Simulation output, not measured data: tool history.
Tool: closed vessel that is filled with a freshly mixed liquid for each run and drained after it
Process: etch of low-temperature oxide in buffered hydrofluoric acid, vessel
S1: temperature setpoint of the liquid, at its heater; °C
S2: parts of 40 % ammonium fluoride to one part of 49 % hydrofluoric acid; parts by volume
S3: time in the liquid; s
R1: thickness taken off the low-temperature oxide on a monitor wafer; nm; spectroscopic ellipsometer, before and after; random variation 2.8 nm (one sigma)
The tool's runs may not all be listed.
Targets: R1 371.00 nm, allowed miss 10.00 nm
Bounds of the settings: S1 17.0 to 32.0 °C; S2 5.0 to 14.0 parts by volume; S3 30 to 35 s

{"run": 1, "hour": 0.0, "S1": 24.0, "S2": 8.5, "S3": 35, "R1": 232.6}
{"run": 2, "hour": 8.7, "S1": 24.0, "S2": 6.0, "S3": 35, "R1": 325.12}
{"run": 3, "hour": 10.0, "S1": 24.5, "S2": 6.0, "S3": 35, "R1": 337.77}
{"run": 4, "hour": 14.1, "S1": 24.5, "S2": 6.0, "S3": 35, "R1": 332.84}
{"run": 5, "hour": 17.4, "S1": 22.5, "S2": 6.0, "S3": 35, "R1": 299.09}
{"run": 6, "hour": 19.3, "S1": 23.0, "S2": 6.0, "S3": 35, "R1": 309.25}
{"run": 7, "hour": 26.7, "S1": 23.5, "S2": 6.0, "S3": 35, "R1": 318.09}
{"run": 8, "hour": 27.6, "S1": 23.5, "S2": 6.0, "S3": 35, "R1": 315.01}
{"run": 9, "hour": 32.0, "S1": 24.0, "S2": 6.0, "S3": 35, "R1": 322.14}
{"run": 10, "hour": 39.7, "S1": 24.5, "S2": 6.0, "S3": 35, "R1": 341.66}
{"run": 11, "hour": 43.4, "S1": 25.0, "S2": 6.0, "S3": 35, "R1": 347.43}
{"run": 12, "hour": 49.9, "S1": 25.5, "S2": 6.0, "S3": 35, "R1": 351.04}

Which of these 4 next moves meets every target?
{"run": "A", "hour": 56.4, "S1": 27.5, "S2": 6.0, "S3": 35, "R1": "?"}
{"run": "B", "hour": 56.4, "S1": 26.5, "S2": 5.0, "S3": 30, "R1": "?"}
{"run": "C", "hour": 56.4, "S1": 30.5, "S2": 6.0, "S3": 30, "R1": "?"}
{"run": "D", "hour": 56.4, "S1": 25.0, "S2": 6.0, "S3": 35, "R1": "?"}

move=A R1=392.78
move=B R1=372.34
move=C R1=394.27
move=D R1=343.51
A: takes the result that was furthest off past its target
B: meets every target
C: takes the result that was furthest off past its target
D: further off than the last run
Answer: B
